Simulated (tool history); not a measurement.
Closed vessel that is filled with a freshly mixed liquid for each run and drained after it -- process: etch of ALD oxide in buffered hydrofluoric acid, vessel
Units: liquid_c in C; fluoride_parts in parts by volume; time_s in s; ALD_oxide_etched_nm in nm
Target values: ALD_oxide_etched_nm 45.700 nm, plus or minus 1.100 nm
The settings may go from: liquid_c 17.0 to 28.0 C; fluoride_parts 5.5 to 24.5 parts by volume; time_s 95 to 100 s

run 1 hour=0.0 | liquid_c=20.0 fluoride_parts=15.0 time_s=95 | ALD_oxide_etched_nm=74.335
run 2 hour=4.5 | liquid_c=19.5 fluoride_parts=16.0 time_s=95 | ALD_oxide_etched_nm=68.347
run 3 hour=9.1 | liquid_c=21.0 fluoride_parts=16.0 time_s=95 | ALD_oxide_etched_nm=74.445
run 4 hour=16.3 | liquid_c=21.0 fluoride_parts=18.5 time_s=95 | ALD_oxide_etched_nm=63.579
run 5 hour=17.5 | liquid_c=21.0 fluoride_parts=21.0 time_s=95 | ALD_oxide_etched_nm=57.045
run 6 hour=24.9 | liquid_c=23.5 fluoride_parts=21.0 time_s=95 | ALD_oxide_etched_nm=66.296
run 7 hour=30.4 | liquid_c=19.5 fluoride_parts=21.0 time_s=95 | ALD_oxide_etched_nm=52.887
run 8 hour=33.6 | liquid_c=19.0 fluoride_parts=21.0 time_s=95 | ALD_oxide_etched_nm=51.389
run 9 hour=35.8 | liquid_c=18.5 fluoride_parts=21.0 time_s=95 | ALD_oxide_etched_nm=49.914
run 10 hour=41.9 | liquid_c=18.0 fluoride_parts=21.0 time_s=95 | ALD_oxide_etched_nm=48.124
run 11 hour=49.1 | liquid_c=17.5 fluoride_parts=21.0 time_s=95 | ALD_oxide_etched_nm=47.119

Below are 5 possible settings for the next run. Only one of them brings all results inside the allowed miss of their targets. Which is it?
run A hour=56.3 | liquid_c=17.5 fluoride_parts=20.5 time_s=95 | ALD_oxide_etched_nm=?
run B hour=56.3 | liquid_c=17.0 fluoride_parts=19.5 time_s=95 | ALD_oxide_etched_nm=?
run C hour=56.3 | liquid_c=17.0 fluoride_parts=20.0 time_s=95 | ALD_oxide_etched_nm=?
run D hour=56.3 | liquid_c=19.0 fluoride_parts=24.5 time_s=95 | ALD_oxide_etched_nm=?
run E hour=56.3 | liquid_c=19.0 fluoride_parts=22.5 time_s=95 | ALD_oxide_etched_nm=?

move=A ALD_oxide_etched_nm=48.200
move=B ALD_oxide_etched_nm=48.856
move=C ALD_oxide_etched_nm=47.647
move=D ALD_oxide_etched_nm=46.407
move=E ALD_oxide_etched_nm=49.221
A: lands further from the targets than the last run did
B: lands further from the targets than the last run did
C: lands further from the targets than the last run did
D: each result inside its tolerance
E: lands further from the targets than the last run did
Move D is the one to make.
